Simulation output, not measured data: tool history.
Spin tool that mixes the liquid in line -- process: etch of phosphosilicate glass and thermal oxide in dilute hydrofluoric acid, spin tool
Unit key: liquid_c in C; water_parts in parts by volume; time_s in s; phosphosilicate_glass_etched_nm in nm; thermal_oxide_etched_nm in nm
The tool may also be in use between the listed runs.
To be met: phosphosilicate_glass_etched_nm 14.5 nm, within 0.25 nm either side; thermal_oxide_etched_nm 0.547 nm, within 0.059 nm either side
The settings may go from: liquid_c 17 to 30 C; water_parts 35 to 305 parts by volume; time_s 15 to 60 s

| run | day | liquid_c | water_parts | time_s | phosphosilicate_glass_etched_nm | thermal_oxide_etched_nm |
|---|---|---|---|---|---|---|
| 1 | 0 | 22 | 170 | 30 | 19.816 | 0.81171 |
| 2 | 0.058 | 21.5 | 170 | 30 | 19.577 | 0.72227 |
| 3 | 0.421 | 19 | 170 | 30 | 17.743 | 0.66915 |
| 4 | 0.754 | 18 | 180 | 30 | 16.062 | 0.58004 |
| 5 | 0.875 | 18 | 140 | 30 | 21.308 | 0.85319 |
| 6 | 1.088 | 17 | 140 | 30 | 20.461 | 0.76785 |
| 7 | 1.229 | 17 | 145 | 30 | 19.714 | 0.77303 |
| 8 | 1.35 | 17 | 195 | 30 | 13.929 | 0.51551 |

Of the 4 settings listed for the next run, only one would bring every result within its allowed miss of target. Which one?
| A | 1.471 | 17 | 225 | 35 | ? | ? |
| B | 1.471 | 17 | 240 | 40 | ? | ? |
| C | 1.471 | 20.5 | 175 | 25 | ? | ? |
| D | 1.471 | 17 | 280 | 50 | ? | ? |

| move | phosphosilicate_glass_etched_nm | thermal_oxide_etched_nm |
|---|---|---|
| A | 13.802 | 0.55065 |
| B | 14.592 | 0.58219 |
| C | 15.248 | 0.60832 |
| D | 15.104 | 0.60258 |
A: its largest miss is bigger than the last run's
B: each result inside its tolerance
C: carries the result that was furthest off beyond its target, to the other side
D: carries the result that was furthest off beyond its target, to the other side
Correct choice: B, which meets every target
